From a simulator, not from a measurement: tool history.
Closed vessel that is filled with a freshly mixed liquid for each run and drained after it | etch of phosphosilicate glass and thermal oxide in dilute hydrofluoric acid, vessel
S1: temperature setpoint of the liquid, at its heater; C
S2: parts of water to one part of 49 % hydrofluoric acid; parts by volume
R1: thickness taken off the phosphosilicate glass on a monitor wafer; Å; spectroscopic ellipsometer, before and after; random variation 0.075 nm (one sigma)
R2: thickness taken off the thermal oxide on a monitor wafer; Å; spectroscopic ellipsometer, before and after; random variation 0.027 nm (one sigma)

run 1 hour=0 | S1=22 S2=255 time_in_the_liquid_(s)=70 | R1=169.92 R2=10.511
run 2 hour=4.7 | S1=21 S2=255 time_in_the_liquid_(s)=70 | R1=163.82 R2=9.8439
run 3 hour=12.7 | S1=24 S2=255 time_in_the_liquid_(s)=70 | R1=181.95 R2=11.683
run 4 hour=15.3 | S1=23 S2=260 time_in_the_liquid_(s)=70 | R1=172.83 R2=10.629
run 5 hour=19.2 | S1=23 S2=260 time_in_the_liquid_(s)=85 | R1=211.08 R2=12.795
run 6 hour=21.8 | S1=22.5 S2=270 time_in_the_liquid_(s)=85 | R1=196.98 R2=11.527
run 7 hour=25.1 | S1=22.5 S2=280 time_in_the_liquid_(s)=85 | R1=186.2 R2=11.296
run 8 hour=28.5 | S1=22 S2=285 time_in_the_liquid_(s)=85 | R1=178.91 R2=10.818
run 9 hour=35.6 | S1=21.5 S2=290 time_in_the_liquid_(s)=85 | R1=172.09 R2=10.477
run 10 hour=43.2 | S1=21.5 S2=290 time_in_the_liquid_(s)=85 | R1=172.29 R2=10.233
run 11 hour=48.1 | S1=21 S2=295 time_in_the_liquid_(s)=85 | R1=164.84 R2=10.485
run 12 hour=51.6 | S1=20.5 S2=295 time_in_the_liquid_(s)=85 | R1=162.26 R2=9.8222
run 13 hour=55.6 | S1=20.5 S2=295 time_in_the_liquid_(s)=85 | R1=162.69 R2=9.7681
run 14 hour=57.5 | S1=20.5 S2=295 time_in_the_liquid_(s)=85 | R1=160.97 R2=9.1108

Run 15 comes next. What will it give?
run 15 hour=61.9 | S1=20.5 S2=300 time_in_the_liquid_(s)=85 | R1=? R2=?

{"run 15": {"R1": 158.02, "R2": 10.087}}
